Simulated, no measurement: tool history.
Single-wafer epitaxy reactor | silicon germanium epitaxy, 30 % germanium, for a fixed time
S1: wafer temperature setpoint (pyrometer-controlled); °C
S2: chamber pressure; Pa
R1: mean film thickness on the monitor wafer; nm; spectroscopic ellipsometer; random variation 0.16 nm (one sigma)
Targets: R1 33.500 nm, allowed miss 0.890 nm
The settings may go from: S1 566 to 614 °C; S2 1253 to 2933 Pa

{"run": 1, "hour": 0.0, "S1": 590, "S2": 2093, "R1": 41.35}
{"run": 2, "hour": 5.9, "S1": 588, "S2": 2093, "R1": 39.766}
{"run": 3, "hour": 11.9, "S1": 588, "S2": 2240, "R1": 41.401}
{"run": 4, "hour": 19.9, "S1": 588, "S2": 2613, "R1": 45.047}
{"run": 5, "hour": 22.4, "S1": 584, "S2": 2613, "R1": 42.506}
{"run": 6, "hour": 28.4, "S1": 582, "S2": 2600, "R1": 40.772}
{"run": 7, "hour": 37.0, "S1": 580, "S2": 2600, "R1": 39.42}
{"run": 8, "hour": 41.8, "S1": 579, "S2": 2600, "R1": 38.611}

5 next moves are on the table. One of them brings every result within its allowed miss. Which?
{"run": "A", "hour": 46.6, "S1": 583, "S2": 2573, "R1": "?"}
{"run": "B", "hour": 46.6, "S1": 584, "S2": 2933, "R1": "?"}
{"run": "C", "hour": 46.6, "S1": 570, "S2": 2653, "R1": "?"}
{"run": "D", "hour": 46.6, "S1": 575, "S2": 2520, "R1": "?"}
{"run": "E", "hour": 46.6, "S1": 569, "S2": 2440, "R1": "?"}

move=A R1=40.903
move=B R1=44.598
move=C R1=33.380
move=D R1=35.344
move=E R1=31.340
A: further off than the last run
B: further off than the last run
C: meets every target
D: nearer than the last run, and not there yet
E: takes the result that was furthest off past its target
Move C is the one to make.
